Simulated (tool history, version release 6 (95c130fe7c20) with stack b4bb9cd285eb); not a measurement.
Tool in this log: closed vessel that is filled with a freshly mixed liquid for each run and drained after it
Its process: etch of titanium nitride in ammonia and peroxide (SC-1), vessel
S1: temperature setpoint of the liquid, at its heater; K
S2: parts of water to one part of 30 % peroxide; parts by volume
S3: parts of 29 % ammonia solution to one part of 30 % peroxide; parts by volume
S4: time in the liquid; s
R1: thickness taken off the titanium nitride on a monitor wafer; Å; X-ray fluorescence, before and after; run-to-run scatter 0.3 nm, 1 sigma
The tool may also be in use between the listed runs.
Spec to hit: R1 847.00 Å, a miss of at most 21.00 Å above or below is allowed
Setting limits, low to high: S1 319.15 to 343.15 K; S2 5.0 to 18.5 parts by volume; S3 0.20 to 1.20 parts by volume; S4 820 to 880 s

run	hour	S1	S2	S3	S4	R1
1	0.0	335.15	10.5	0.80	820	715.21
2	1.1	336.15	10.5	0.80	820	762.67
3	2.9	330.65	10.5	0.80	820	533.71
4	10.8	330.65	7.0	0.80	820	653.28
5	20.1	330.65	7.0	1.05	820	677.77
6	28.8	330.65	7.0	0.75	820	646.88
7	37.7	332.15	7.0	0.75	820	716.74
8	42.0	333.15	7.0	0.75	820	764.25
9	44.7	333.65	7.0	0.75	820	788.99
10	46.3	334.15	7.0	0.75	820	817.77

4 candidate next runs follow, results not yet known. Just one meets every target within its allowed miss. Identify it.
A	47.9	337.65	11.0	0.95	880	?
B	47.9	334.15	7.5	0.75	880	?
C	47.9	334.15	7.5	0.75	830	?
D	47.9	332.65	5.5	1.00	860	?

move	R1
A	899.11
B	838.99
C	791.32
D	893.57
A: pushes the last run's worst result past its target
B: hits every target within its allowed miss
C: the biggest miss grows against the last run
D: pushes the last run's worst result past its target
The right move is B.

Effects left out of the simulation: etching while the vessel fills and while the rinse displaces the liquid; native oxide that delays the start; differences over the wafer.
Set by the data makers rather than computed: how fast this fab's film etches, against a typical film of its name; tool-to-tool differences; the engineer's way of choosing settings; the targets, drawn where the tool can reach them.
